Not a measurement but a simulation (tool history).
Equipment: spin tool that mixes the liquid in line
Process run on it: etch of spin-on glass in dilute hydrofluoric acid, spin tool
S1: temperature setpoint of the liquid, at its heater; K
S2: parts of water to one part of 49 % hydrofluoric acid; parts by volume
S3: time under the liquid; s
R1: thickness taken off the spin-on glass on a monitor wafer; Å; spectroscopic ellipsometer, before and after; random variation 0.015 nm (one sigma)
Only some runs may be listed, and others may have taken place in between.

Run 1, hour 0.0: S1 295.15 K, S2 280 parts by volume, S3 15 s. Result: R1 18.363 Å.
Run 2, hour 5.5: S1 295.65 K, S2 280 parts by volume, S3 15 s. Result: R1 18.568 Å.
Run 3, hour 13.1: S1 296.15 K, S2 280 parts by volume, S3 15 s. Result: R1 18.864 Å.
Run 4, hour 18.5: S1 296.65 K, S2 280 parts by volume, S3 15 s. Result: R1 19.511 Å.
Run 5, hour 20.8: S1 297.15 K, S2 280 parts by volume, S3 15 s. Result: R1 19.548 Å.
Run 6, hour 24.2: S1 297.65 K, S2 280 parts by volume, S3 15 s. Result: R1 19.880 Å.

Expected results for the next run?
Run 7, hour 27.6: S1 298.15 K, S2 280 parts by volume, S3 15 s. Result: R1 ?.

Run 7 yielded R1 20.161 Å.
